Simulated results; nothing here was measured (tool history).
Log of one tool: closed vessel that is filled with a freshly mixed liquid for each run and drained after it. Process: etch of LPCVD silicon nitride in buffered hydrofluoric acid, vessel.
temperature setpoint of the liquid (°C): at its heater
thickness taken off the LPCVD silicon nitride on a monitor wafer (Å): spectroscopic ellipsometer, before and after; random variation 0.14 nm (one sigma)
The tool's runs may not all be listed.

| run | day | temperature setpoint of the liquid (°C) | parts of 40 % ammonium fluoride to one part of 49 % hydrofluoric acid (parts by volume) | time in the liquid (s) | thickness taken off the LPCVD silicon nitride on a monitor wafer (Å) |
|---|---|---|---|---|---|
| 1 | 0.000 | 25.0 | 13.5 | 2630 | 306.19 |
| 2 | 0.158 | 22.0 | 13.5 | 2630 | 259.52 |
| 3 | 0.488 | 25.0 | 13.5 | 2630 | 308.01 |
| 4 | 0.600 | 26.5 | 13.5 | 2630 | 330.94 |
| 5 | 0.762 | 28.0 | 13.5 | 2630 | 360.08 |
| 6 | 0.938 | 29.0 | 13.5 | 2630 | 378.88 |

Run 7 comes next. What will it give?
| 7 | 1.042 | 29.5 | 13.5 | 2630 | ? |

{"run 7": {"thickness taken off the LPCVD silicon nitride on a monitor wafer (Å)": 389.84}}
